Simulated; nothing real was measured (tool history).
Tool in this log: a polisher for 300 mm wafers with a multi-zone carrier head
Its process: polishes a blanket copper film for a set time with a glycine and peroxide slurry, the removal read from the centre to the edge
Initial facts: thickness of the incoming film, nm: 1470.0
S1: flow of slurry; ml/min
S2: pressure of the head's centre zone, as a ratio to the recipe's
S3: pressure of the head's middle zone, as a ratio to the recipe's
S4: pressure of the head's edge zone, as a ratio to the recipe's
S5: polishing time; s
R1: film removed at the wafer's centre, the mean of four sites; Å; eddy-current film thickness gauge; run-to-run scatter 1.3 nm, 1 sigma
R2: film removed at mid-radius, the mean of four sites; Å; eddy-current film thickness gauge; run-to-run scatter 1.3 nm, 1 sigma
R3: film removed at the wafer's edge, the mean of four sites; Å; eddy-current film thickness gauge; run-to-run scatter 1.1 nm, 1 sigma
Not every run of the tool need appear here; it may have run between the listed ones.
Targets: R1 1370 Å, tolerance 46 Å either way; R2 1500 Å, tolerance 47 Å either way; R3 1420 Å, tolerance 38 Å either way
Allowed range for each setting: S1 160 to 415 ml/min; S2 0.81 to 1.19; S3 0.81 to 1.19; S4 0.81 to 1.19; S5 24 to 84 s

Run 1, day 0: S1 265 ml/min, S2 1, S3 1, S4 1, S5 54 s. Result: R1 1801.2 Å, R2 1856.3 Å, R3 1818.1 Å.
Run 2, day 0.146: S1 265 ml/min, S2 0.93, S3 1, S4 1, S5 54 s. Result: R1 1699.2 Å, R2 1863.5 Å, R3 1809.9 Å.
Run 3, day 0.475: S1 265 ml/min, S2 0.93, S3 1.07, S4 1, S5 54 s. Result: R1 1714.1 Å, R2 1948.8 Å, R3 1827 Å.
Run 4, day 0.604: S1 255 ml/min, S2 0.92, S3 1.03, S4 0.96, S5 51 s. Result: R1 1582.4 Å, R2 1757.5 Å, R3 1677 Å.
Run 5, day 0.717: S1 255 ml/min, S2 0.92, S3 1.03, S4 0.88, S5 51 s. Result: R1 1566.4 Å, R2 1772.5 Å, R3 1591.2 Å.
Run 6, day 0.888: S1 245 ml/min, S2 0.91, S3 1, S4 0.86, S5 50 s. Result: R1 1518 Å, R2 1701.3 Å, R3 1560.1 Å.
Run 7, day 1: S1 240 ml/min, S2 0.91, S3 0.98, S4 0.85, S5 49 s. Result: R1 1491.7 Å, R2 1596.4 Å, R3 1523.1 Å.
Run 8, day 1.058: S1 235 ml/min, S2 0.9, S3 0.98, S4 0.84, S5 48 s. Result: R1 1425.7 Å, R2 1608.9 Å, R3 1462.7 Å.
Run 9, day 1.242: S1 225 ml/min, S2 0.9, S3 0.96, S4 0.84, S5 48 s. Result: R1 1446.1 Å, R2 1563.9 Å, R3 1468.9 Å.
At day 1.488: worn pad replaced by a new one.
Run 10, day 1.488: S1 220 ml/min, S2 0.89, S3 0.95, S4 0.83, S5 48 s. Result: R1 1548.6 Å, R2 1702.2 Å, R3 1597.7 Å.
Run 11, day 1.642: S1 255 ml/min, S2 0.89, S3 0.95, S4 0.83, S5 48 s. Result: R1 1551.4 Å, R2 1746.8 Å, R3 1616 Å.
Run 12, day 1.742: S1 255 ml/min, S2 0.89, S3 0.95, S4 0.83, S5 48 s. Result: R1 1581.7 Å, R2 1749 Å, R3 1620.9 Å.
Run 13, day 1.975: S1 230 ml/min, S2 0.87, S3 0.91, S4 0.81, S5 40 s. Result: R1 1263.7 Å, R2 1372.6 Å, R3 1339.4 Å.
Run 14, day 2.071: S1 250 ml/min, S2 0.88, S3 0.91, S4 0.81, S5 40 s. Result: R1 1328.1 Å, R2 1415.5 Å, R3 1349.7 Å.
Run 15, day 2.371: S1 250 ml/min, S2 0.88, S3 0.91, S4 0.81, S5 40 s. Result: R1 1286.9 Å, R2 1368.5 Å, R3 1341.9 Å.
Run 16, day 2.538: S1 270 ml/min, S2 0.88, S3 0.92, S4 0.81, S5 40 s. Result: R1 1310.2 Å, R2 1412.4 Å, R3 1362.3 Å.

Pick the move, out of 5, that brings all results within their allowed miss; only one does.
Run A, day 2.704: S1 305 ml/min, S2 0.95, S3 1.1, S4 0.81, S5 38 s. Result: R1 ?, R2 ?, R3 ?.
Run B, day 2.704: S1 250 ml/min, S2 0.9, S3 1, S4 0.81, S5 40 s. Result: R1 ?, R2 ?, R3 ?.
Run C, day 2.704: S1 170 ml/min, S2 0.91, S3 1.07, S4 1.06, S5 40 s. Result: R1 ?, R2 ?, R3 ?.
Run D, day 2.704: S1 245 ml/min, S2 0.89, S3 0.95, S4 0.85, S5 42 s. Result: R1 ?, R2 ?, R3 ?.
Run E, day 2.704: S1 285 ml/min, S2 0.87, S3 1.08, S4 0.81, S5 41 s. Result: R1 ?, R2 ?, R3 ?.

move      R1      R2      R3
   A  1380.5  1551.2  1289.1
   B  1340.9  1491.8  1335.3
   C  1263.7  1468.9  1443.7
   D  1387.7  1507.4  1430.2
   E    1352  1640.6  1383.6
A: the result that was furthest off in the last run now lies on the other side of its target
B: the furthest-off result lands on target, but another misses its tolerance
C: the furthest-off result lands on target, but another misses its tolerance
D: each result inside its tolerance
E: the result that was furthest off in the last run now lies on the other side of its target
D meets every target.

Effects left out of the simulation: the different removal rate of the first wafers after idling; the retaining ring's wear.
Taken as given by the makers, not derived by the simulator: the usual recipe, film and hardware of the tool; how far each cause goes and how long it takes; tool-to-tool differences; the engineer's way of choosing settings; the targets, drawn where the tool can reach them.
